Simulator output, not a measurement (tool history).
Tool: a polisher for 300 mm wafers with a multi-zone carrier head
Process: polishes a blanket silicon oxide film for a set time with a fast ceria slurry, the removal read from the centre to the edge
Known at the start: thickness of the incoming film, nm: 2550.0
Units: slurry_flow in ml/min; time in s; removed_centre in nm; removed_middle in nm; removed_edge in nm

run 1 hour=0.0 | slurry_flow=130 centre_zone=1.00 middle_zone=1.00 edge_zone=1.00 time=62 | removed_centre=724.91 removed_middle=741.17 removed_edge=751.44
run 2 hour=7.9 | slurry_flow=155 centre_zone=1.00 middle_zone=1.00 edge_zone=1.00 time=62 | removed_centre=745.08 removed_middle=773.52 removed_edge=773.32
run 3 hour=14.0 | slurry_flow=155 centre_zone=1.00 middle_zone=1.00 edge_zone=1.00 time=73 | removed_centre=878.40 removed_middle=889.49 removed_edge=893.35
run 4 hour=18.2 | slurry_flow=160 centre_zone=1.04 middle_zone=0.99 edge_zone=1.02 time=74 | removed_centre=923.49 removed_middle=912.41 removed_edge=926.98
run 5 hour=20.1 | slurry_flow=160 centre_zone=0.98 middle_zone=0.99 edge_zone=1.02 time=74 | removed_centre=897.74 removed_middle=901.35 removed_edge=917.15
run 6 hour=28.7 | slurry_flow=160 centre_zone=0.98 middle_zone=0.99 edge_zone=1.02 time=66 | removed_centre=781.86 removed_middle=799.48 removed_edge=833.66
run 7 hour=36.8 | slurry_flow=160 centre_zone=1.02 middle_zone=0.97 edge_zone=1.01 time=69 | removed_centre=857.61 removed_middle=849.59 removed_edge=850.33
run 8 hour=41.4 | slurry_flow=165 centre_zone=1.05 middle_zone=0.94 edge_zone=1.04 time=71 | removed_centre=909.40 removed_middle=841.69 removed_edge=894.34

The next listed run, before its measurement:
run 9 hour=43.1 | slurry_flow=170 centre_zone=1.08 middle_zone=0.93 edge_zone=1.04 time=73 | removed_centre=? removed_middle=? removed_edge=?

Run 9 gave removed_centre 982.67 nm, removed_middle 840.57 nm, removed_edge 930.69 nm.

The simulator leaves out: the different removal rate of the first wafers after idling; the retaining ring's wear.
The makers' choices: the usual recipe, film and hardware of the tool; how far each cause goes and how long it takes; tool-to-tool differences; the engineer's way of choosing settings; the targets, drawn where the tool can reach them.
